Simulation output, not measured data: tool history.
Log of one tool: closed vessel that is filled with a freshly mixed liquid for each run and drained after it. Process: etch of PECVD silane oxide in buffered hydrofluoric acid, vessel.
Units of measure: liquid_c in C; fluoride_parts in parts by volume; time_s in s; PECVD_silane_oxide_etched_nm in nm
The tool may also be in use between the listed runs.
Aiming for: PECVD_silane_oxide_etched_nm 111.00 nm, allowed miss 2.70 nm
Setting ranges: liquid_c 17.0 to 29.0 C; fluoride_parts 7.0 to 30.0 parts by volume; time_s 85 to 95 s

run  hour  liquid_c  fluoride_parts  time_s  PECVD_silane_oxide_etched_nm
  1   0.0      21.0            20.0      85                        166.07
  2   7.6      21.0            24.0      85                        146.94
  3  10.7      20.0            24.5      85                        135.96
  4  12.3      20.0            24.5      85                        138.22
  5  17.0      19.5            25.0      85                        130.46
  6  25.1      19.0            25.0      85                        126.51
  7  29.0      18.5            25.0      85                        125.05
  8  38.0      18.0            25.5      85                        118.06
  9  42.9      17.5            25.5      85                        115.08

Of the 4 settings listed for the next run, only one would bring every result within its allowed miss of target. Which one?
  A  47.8      18.5            29.5      90                             ?
  B  47.8      17.0            26.0      85                             ?
  C  47.8      17.0            23.5      85                             ?
  D  47.8      18.0            25.5      90                             ?

move  PECVD_silane_oxide_etched_nm
   A                        116.76
   B                        110.47
   C                        118.48
   D                        125.53
A: the biggest miss grows against the last run
B: in spec on every target
C: the biggest miss grows against the last run
D: the biggest miss grows against the last run
Answer: B

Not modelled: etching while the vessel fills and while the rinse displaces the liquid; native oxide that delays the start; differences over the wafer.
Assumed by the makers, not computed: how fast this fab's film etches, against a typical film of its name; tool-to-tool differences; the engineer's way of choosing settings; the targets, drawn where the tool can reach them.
